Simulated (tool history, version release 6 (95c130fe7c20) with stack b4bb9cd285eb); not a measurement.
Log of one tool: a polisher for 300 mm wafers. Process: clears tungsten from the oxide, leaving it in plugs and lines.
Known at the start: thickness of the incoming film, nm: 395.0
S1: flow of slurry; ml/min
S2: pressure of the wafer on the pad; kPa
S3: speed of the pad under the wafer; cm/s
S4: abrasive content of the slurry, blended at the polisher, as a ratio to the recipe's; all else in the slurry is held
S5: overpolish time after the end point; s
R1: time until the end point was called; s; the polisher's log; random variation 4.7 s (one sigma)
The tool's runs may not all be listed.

Run 1, hour 0: S1 135 ml/min, S2 16.5 kPa, S3 88 cm/s, S4 1, S5 46 s. Result: R1 185.47 s.
Run 2, hour 3.8: S1 130 ml/min, S2 13.8 kPa, S3 84 cm/s, S4 1, S5 46 s. Result: R1 226.52 s.
Run 3, hour 8.8: S1 130 ml/min, S2 11.7 kPa, S3 80 cm/s, S4 1, S5 46 s. Result: R1 272.09 s.
Run 4, hour 14.1: S1 130 ml/min, S2 11.7 kPa, S3 94 cm/s, S4 1, S5 46 s. Result: R1 236.57 s.
Run 5, hour 16.8: S1 130 ml/min, S2 11.7 kPa, S3 94 cm/s, S4 1, S5 46 s. Result: R1 237.73 s.
Run 6, hour 24.5: S1 130 ml/min, S2 10.3 kPa, S3 88 cm/s, S4 1, S5 46 s. Result: R1 276.57 s.
Run 7, hour 26.1: S1 120 ml/min, S2 7.6 kPa, S3 76 cm/s, S4 1, S5 46 s. Result: R1 403.29 s.
Run 8, hour 27.9: S1 125 ml/min, S2 7.6 kPa, S3 76 cm/s, S4 1, S5 46 s. Result: R1 395.53 s.

Forecast run 9:
Run 9, hour 32.6: S1 130 ml/min, S2 7.6 kPa, S3 76 cm/s, S4 1, S5 46 s. Result: R1 ?.

Run 9 gave R1 404.31 s.
